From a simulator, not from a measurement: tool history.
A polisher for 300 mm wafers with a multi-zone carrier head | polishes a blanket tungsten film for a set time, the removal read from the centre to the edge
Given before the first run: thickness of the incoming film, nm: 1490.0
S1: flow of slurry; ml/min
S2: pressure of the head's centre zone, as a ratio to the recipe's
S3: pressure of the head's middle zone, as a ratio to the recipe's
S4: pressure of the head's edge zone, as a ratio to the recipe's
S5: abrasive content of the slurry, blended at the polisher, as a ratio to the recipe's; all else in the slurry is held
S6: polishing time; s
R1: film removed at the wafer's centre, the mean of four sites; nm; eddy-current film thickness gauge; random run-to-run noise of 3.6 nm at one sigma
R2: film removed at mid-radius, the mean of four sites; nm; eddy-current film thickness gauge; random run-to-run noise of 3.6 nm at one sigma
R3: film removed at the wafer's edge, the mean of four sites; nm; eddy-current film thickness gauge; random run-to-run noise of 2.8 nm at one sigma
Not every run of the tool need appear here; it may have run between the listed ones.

{"run": 1, "hour": 0.0, "S1": 300, "S2": 1.0, "S3": 1.0, "S4": 1.0, "S5": 1.0, "S6": 73, "R1": 219.6, "R2": 224.53, "R3": 212.44}
{"run": 2, "hour": 5.0, "S1": 300, "S2": 1.0, "S3": 0.92, "S4": 1.0, "S5": 1.0, "S6": 73, "R1": 216.13, "R2": 205.89, "R3": 210.67}
{"run": 3, "hour": 7.7, "S1": 300, "S2": 1.0, "S3": 0.92, "S4": 1.09, "S5": 1.0, "S6": 73, "R1": 220.4, "R2": 208.58, "R3": 220.29}
{"run": 4, "hour": 11.4, "S1": 300, "S2": 1.07, "S3": 0.92, "S4": 1.09, "S5": 1.0, "S6": 73, "R1": 234.21, "R2": 212.09, "R3": 222.07}
{"hour": 16.8, "done": "worn pad replaced by a new one"}
{"run": 5, "hour": 16.8, "S1": 300, "S2": 1.15, "S3": 0.92, "S4": 1.09, "S5": 1.0, "S6": 73, "R1": 281.02, "R2": 235.05, "R3": 249.43}
{"run": 6, "hour": 18.2, "S1": 265, "S2": 1.11, "S3": 0.97, "S4": 1.12, "S5": 1.15, "S6": 77, "R1": 283.85, "R2": 264.11, "R3": 268.0}

The next listed run, before its measurement:
{"run": 7, "hour": 20.4, "S1": 250, "S2": 1.09, "S3": 1.0, "S4": 1.14, "S5": 1.25, "S6": 77, "R1": "?", "R2": "?", "R3": "?"}

R1: 286.19 nm
R2: 269.69 nm
R3: 272.27 nm
